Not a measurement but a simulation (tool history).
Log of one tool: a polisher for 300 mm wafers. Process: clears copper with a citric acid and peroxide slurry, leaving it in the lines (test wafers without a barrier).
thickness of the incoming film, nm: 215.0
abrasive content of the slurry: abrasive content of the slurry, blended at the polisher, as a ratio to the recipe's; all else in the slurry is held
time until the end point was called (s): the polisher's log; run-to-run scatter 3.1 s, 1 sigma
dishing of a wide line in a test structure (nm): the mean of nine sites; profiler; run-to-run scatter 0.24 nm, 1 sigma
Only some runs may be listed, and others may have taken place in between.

run    day  flow of slurry (ml/min)  pressure of the wafer on the pad (psi)  speed of the pad under the wafer (m/s)  abrasive content of the slurry  overpolish time after the end point (s)  time until the end point was called (s)  dishing of a wide line in a test structure (nm)
  1  0.000                      235                                     2.4                                    1.30                             1.0                                       20                                  115.210                                           26.551
  2  0.071                      235                                     2.4                                    1.30                             1.1                                       20                                  109.950                                           27.710
  3  0.108                      235                                     2.4                                    1.30                             1.1                                       14                                  108.520                                           19.464
  4  0.238                      235                                     2.4                                    1.52                             1.1                                       14                                  103.020                                           21.168
  5  0.300                      235                                     2.4                                    1.52                             1.2                                       14                                   99.435                                           21.523
     0.550  -- head pressure recalibrated
  6  0.550                      235                                     1.9                                    1.52                             1.2                                       14                                  114.910                                           19.236
  7  0.767                      235                                     1.8                                    1.48                             1.2                                       14                                  122.230                                           18.305

Forecast run 8:
  8  1.017                      235                                     1.7                                    1.46                             1.2                                       14                                        ?                                                ?

{"run 8": {"time until the end point was called (s)": 120.11, "dishing of a wide line in a test structure (nm)": 17.279}}

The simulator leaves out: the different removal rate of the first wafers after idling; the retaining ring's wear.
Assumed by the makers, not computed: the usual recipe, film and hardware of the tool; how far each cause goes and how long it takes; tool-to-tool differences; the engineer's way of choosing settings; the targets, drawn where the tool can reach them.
